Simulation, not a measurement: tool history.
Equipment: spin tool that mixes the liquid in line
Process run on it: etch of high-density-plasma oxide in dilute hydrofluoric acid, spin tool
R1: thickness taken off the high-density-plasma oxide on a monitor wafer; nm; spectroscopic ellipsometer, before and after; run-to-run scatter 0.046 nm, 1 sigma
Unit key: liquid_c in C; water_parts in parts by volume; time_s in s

{"run": 1, "day": 0.0, "liquid_c": 23, "water_parts": 55, "time_s": 50, "R1": 8.3919}
{"run": 2, "day": 0.196, "liquid_c": 23, "water_parts": 55, "time_s": 30, "R1": 5.0193}
{"run": 3, "day": 0.392, "liquid_c": 23, "water_parts": 55, "time_s": 50, "R1": 8.3812}
{"run": 4, "day": 0.442, "liquid_c": 22, "water_parts": 55, "time_s": 50, "R1": 8.078}
{"run": 5, "day": 0.8, "liquid_c": 23, "water_parts": 55, "time_s": 50, "R1": 8.3041}
{"run": 6, "day": 1.088, "liquid_c": 23, "water_parts": 55, "time_s": 30, "R1": 4.9704}
{"run": 7, "day": 1.375, "liquid_c": 22.5, "water_parts": 55, "time_s": 30, "R1": 4.9876}

Expected results for the next run?
{"run": 8, "day": 1.712, "liquid_c": 23, "water_parts": 55, "time_s": 30, "R1": "?"}

Run 8 yielded R1 4.9457 nm.
